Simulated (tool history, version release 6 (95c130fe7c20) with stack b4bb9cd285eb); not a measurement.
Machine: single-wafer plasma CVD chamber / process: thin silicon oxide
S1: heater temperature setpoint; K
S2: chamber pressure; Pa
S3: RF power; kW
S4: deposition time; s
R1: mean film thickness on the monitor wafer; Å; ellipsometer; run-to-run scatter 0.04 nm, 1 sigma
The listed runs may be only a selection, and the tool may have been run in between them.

Run 1, hour 0.0: S1 693.15 K, S2 126.4 Pa, S3 0.290 kW, S4 12.7 s. Result: R1 259.95 Å.
Run 2, hour 4.1: S1 693.15 K, S2 116.0 Pa, S3 0.280 kW, S4 12.7 s. Result: R1 235.73 Å.
Run 3, hour 7.3: S1 693.15 K, S2 116.0 Pa, S3 0.280 kW, S4 12.7 s. Result: R1 236.56 Å.
Run 4, hour 15.9: S1 693.15 K, S2 116.0 Pa, S3 0.280 kW, S4 13.1 s. Result: R1 244.71 Å.
Run 5, hour 21.3: S1 693.15 K, S2 116.0 Pa, S3 0.280 kW, S4 12.7 s. Result: R1 236.45 Å.
Run 6, hour 24.6: S1 693.15 K, S2 108.0 Pa, S3 0.280 kW, S4 12.7 s. Result: R1 218.39 Å.
Run 7, hour 30.9: S1 693.15 K, S2 82.7 Pa, S3 0.275 kW, S4 12.7 s. Result: R1 154.80 Å.

Run 8 is up next; what results do you expect?
Run 8, hour 36.3: S1 693.15 K, S2 84.8 Pa, S3 0.275 kW, S4 12.7 s. Result: R1 ?.

Run 8 measured R1 161.56 Å.
